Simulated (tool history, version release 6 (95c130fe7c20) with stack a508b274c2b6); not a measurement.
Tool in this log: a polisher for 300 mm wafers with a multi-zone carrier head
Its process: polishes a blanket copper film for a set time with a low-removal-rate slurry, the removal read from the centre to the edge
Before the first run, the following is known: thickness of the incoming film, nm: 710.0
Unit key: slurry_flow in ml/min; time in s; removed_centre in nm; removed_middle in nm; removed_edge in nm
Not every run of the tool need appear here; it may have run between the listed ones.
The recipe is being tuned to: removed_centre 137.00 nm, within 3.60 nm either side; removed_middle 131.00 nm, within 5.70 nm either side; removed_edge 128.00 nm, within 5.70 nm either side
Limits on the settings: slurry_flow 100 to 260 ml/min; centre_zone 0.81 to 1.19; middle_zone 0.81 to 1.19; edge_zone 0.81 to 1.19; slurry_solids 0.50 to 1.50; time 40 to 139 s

{"run": 1, "hour": 0.0, "slurry_flow": 165, "centre_zone": 1.0, "middle_zone": 1.0, "edge_zone": 1.0, "slurry_solids": 1.0, "time": 89, "removed_centre": 198.64, "removed_middle": 187.09, "removed_edge": 190.03}
{"run": 2, "hour": 0.9, "slurry_flow": 165, "centre_zone": 1.0, "middle_zone": 1.0, "edge_zone": 1.0, "slurry_solids": 1.0, "time": 102, "removed_centre": 221.06, "removed_middle": 215.0, "removed_edge": 224.37}
{"run": 3, "hour": 9.2, "slurry_flow": 165, "centre_zone": 1.0, "middle_zone": 1.0, "edge_zone": 1.05, "slurry_solids": 1.0, "time": 102, "removed_centre": 219.59, "removed_middle": 223.71, "removed_edge": 219.88}
{"run": 4, "hour": 12.4, "slurry_flow": 190, "centre_zone": 1.0, "middle_zone": 1.0, "edge_zone": 1.05, "slurry_solids": 1.0, "time": 102, "removed_centre": 230.99, "removed_middle": 217.85, "removed_edge": 229.66}
{"run": 5, "hour": 19.4, "slurry_flow": 175, "centre_zone": 1.0, "middle_zone": 1.0, "edge_zone": 1.04, "slurry_solids": 0.85, "time": 90, "removed_centre": 191.19, "removed_middle": 186.75, "removed_edge": 192.92}
{"run": 6, "hour": 23.3, "slurry_flow": 175, "centre_zone": 0.94, "middle_zone": 1.0, "edge_zone": 1.04, "slurry_solids": 0.85, "time": 90, "removed_centre": 180.37, "removed_middle": 188.47, "removed_edge": 190.15}
{"run": 7, "hour": 28.1, "slurry_flow": 175, "centre_zone": 0.97, "middle_zone": 1.02, "edge_zone": 1.0, "slurry_solids": 0.75, "time": 80, "removed_centre": 159.32, "removed_middle": 162.01, "removed_edge": 164.68}
{"run": 8, "hour": 31.6, "slurry_flow": 170, "centre_zone": 1.01, "middle_zone": 1.05, "edge_zone": 0.95, "slurry_solids": 0.7, "time": 76, "removed_centre": 153.09, "removed_middle": 154.06, "removed_edge": 147.6}
{"run": 9, "hour": 37.5, "slurry_flow": 120, "centre_zone": 1.0, "middle_zone": 0.96, "edge_zone": 0.85, "slurry_solids": 0.55, "time": 75, "removed_centre": 131.36, "removed_middle": 127.21, "removed_edge": 126.33}
{"run": 10, "hour": 39.6, "slurry_flow": 125, "centre_zone": 1.0, "middle_zone": 0.96, "edge_zone": 0.85, "slurry_solids": 0.55, "time": 75, "removed_centre": 134.26, "removed_middle": 128.55, "removed_edge": 128.07}

Exercise: of the 5 proposed moves below, exactly one satisfies all targets within the stated allowed misses. Which move is it?
{"run": "A", "hour": 41.7, "slurry_flow": 150, "centre_zone": 1.06, "middle_zone": 1.05, "edge_zone": 0.81, "slurry_solids": 0.5, "time": 72, "removed_centre": "?", "removed_middle": "?", "removed_edge": "?"}
{"run": "B", "hour": 41.7, "slurry_flow": 100, "centre_zone": 0.98, "middle_zone": 0.97, "edge_zone": 0.85, "slurry_solids": 0.55, "time": 79, "removed_centre": "?", "removed_middle": "?", "removed_edge": "?"}
{"run": "C", "hour": 41.7, "slurry_flow": 135, "centre_zone": 1.01, "middle_zone": 1.07, "edge_zone": 0.81, "slurry_solids": 0.8, "time": 64, "removed_centre": "?", "removed_middle": "?", "removed_edge": "?"}
{"run": "D", "hour": 41.7, "slurry_flow": 110, "centre_zone": 0.97, "middle_zone": 0.86, "edge_zone": 0.94, "slurry_solids": 0.55, "time": 79, "removed_centre": "?", "removed_middle": "?", "removed_edge": "?"}
{"run": "E", "hour": 41.7, "slurry_flow": 105, "centre_zone": 1.03, "middle_zone": 0.99, "edge_zone": 0.85, "slurry_solids": 0.7, "time": 73, "removed_centre": "?", "removed_middle": "?", "removed_edge": "?"}

move=A removed_centre=138.54 removed_middle=127.83 removed_edge=118.81
move=B removed_centre=130.45 removed_middle=127.03 removed_edge=128.11
move=C removed_centre=129.44 removed_middle=126.93 removed_edge=117.48
move=D removed_centre=132.51 removed_middle=123.01 removed_edge=135.20
move=E removed_centre=136.73 removed_middle=127.59 removed_edge=126.96
A: brings the result that was furthest off to its target, and leaves another outside
B: moves away from the targets compared with the last run
C: moves away from the targets compared with the last run
D: moves away from the targets compared with the last run
E: each result inside its tolerance
Answer: E
